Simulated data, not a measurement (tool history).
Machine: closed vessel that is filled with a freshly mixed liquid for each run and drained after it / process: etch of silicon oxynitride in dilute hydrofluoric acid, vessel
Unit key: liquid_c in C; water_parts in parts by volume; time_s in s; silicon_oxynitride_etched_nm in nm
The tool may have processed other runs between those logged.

run	hour	liquid_c	water_parts	time_s	silicon_oxynitride_etched_nm
1	0.0	22.0	180	945	6.2631
2	2.6	22.5	180	945	6.4086
3	5.4	20.0	180	945	5.7055
4	12.2	20.0	180	945	5.7630
5	21.0	21.0	180	945	6.0186
6	27.4	21.0	200	945	5.2994
7	34.6	22.5	200	945	5.6164
8	37.6	23.5	200	945	5.8983
9	43.8	24.5	200	945	6.1373
10	45.5	25.0	200	945	6.3445
11	50.3	25.5	200	945	6.4979
12	52.1	25.5	200	945	6.4286
13	54.6	26.0	200	945	6.6240
14	60.1	26.5	200	945	6.7273

Run 15, settings as shown, results not yet in. Your forecast:
15	65.7	26.5	200	945	?

Run 15 came out at silicon_oxynitride_etched_nm 6.7615 nm.
